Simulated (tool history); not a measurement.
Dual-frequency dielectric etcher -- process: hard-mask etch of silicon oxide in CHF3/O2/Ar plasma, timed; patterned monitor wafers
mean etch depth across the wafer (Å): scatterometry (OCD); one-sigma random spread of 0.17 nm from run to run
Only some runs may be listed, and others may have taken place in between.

| run | hour | source power (W) | bias power (W) | etch time (s) | mean etch depth across the wafer (Å) |
|---|---|---|---|---|---|
| 1 | 0.0 | 730 | 147 | 20.0 | 386.54 |
| 2 | 6.9 | 840 | 147 | 20.0 | 407.64 |
| 3 | 15.5 | 840 | 135 | 20.0 | 402.61 |
| 4 | 16.1 | 730 | 122 | 19.5 | 361.66 |
| 5 | 18.1 | 650 | 122 | 19.5 | 340.96 |
| 6 | 23.4 | 600 | 117 | 19.5 | 325.18 |
| 7 | 24.9 | 560 | 114 | 19.5 | 316.40 |
| 8 | 29.9 | 530 | 112 | 19.5 | 309.28 |

Estimate the outcome of run 9 from the log above:
| 9 | 36.1 | 510 | 110 | 19.5 | ? |

Run 9 produced mean etch depth across the wafer (Å) 300.34.

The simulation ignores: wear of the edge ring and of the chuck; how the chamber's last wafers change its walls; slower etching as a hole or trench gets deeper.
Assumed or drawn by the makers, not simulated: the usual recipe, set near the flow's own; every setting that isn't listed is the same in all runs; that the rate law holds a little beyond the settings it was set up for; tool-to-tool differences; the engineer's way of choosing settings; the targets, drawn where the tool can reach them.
